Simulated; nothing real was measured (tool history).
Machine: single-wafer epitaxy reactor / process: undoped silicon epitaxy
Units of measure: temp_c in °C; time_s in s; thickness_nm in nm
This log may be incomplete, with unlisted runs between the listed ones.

run 1 hour=0.0 | temp_c=625 time_s=551 | thickness_nm=52.100
run 2 hour=3.9 | temp_c=616 time_s=551 | thickness_nm=40.777
run 3 hour=5.4 | temp_c=608 time_s=551 | thickness_nm=32.796
run 4 hour=12.1 | temp_c=608 time_s=610 | thickness_nm=36.436
run 5 hour=20.2 | temp_c=608 time_s=663 | thickness_nm=39.593
run 6 hour=28.7 | temp_c=620 time_s=665 | thickness_nm=54.877
run 7 hour=36.7 | temp_c=627 time_s=666 | thickness_nm=66.028
run 8 hour=43.8 | temp_c=632 time_s=667 | thickness_nm=75.258
run 9 hour=50.1 | temp_c=636 time_s=668 | thickness_nm=83.419
run 10 hour=52.1 | temp_c=638 time_s=668 | thickness_nm=88.018
run 11 hour=53.3 | temp_c=640 time_s=668 | thickness_nm=92.729
run 12 hour=59.3 | temp_c=641 time_s=668 | thickness_nm=94.631

The next listed run, before its measurement:
run 13 hour=66.4 | temp_c=642 time_s=668 | thickness_nm=?

thickness_nm: 97.222 nm
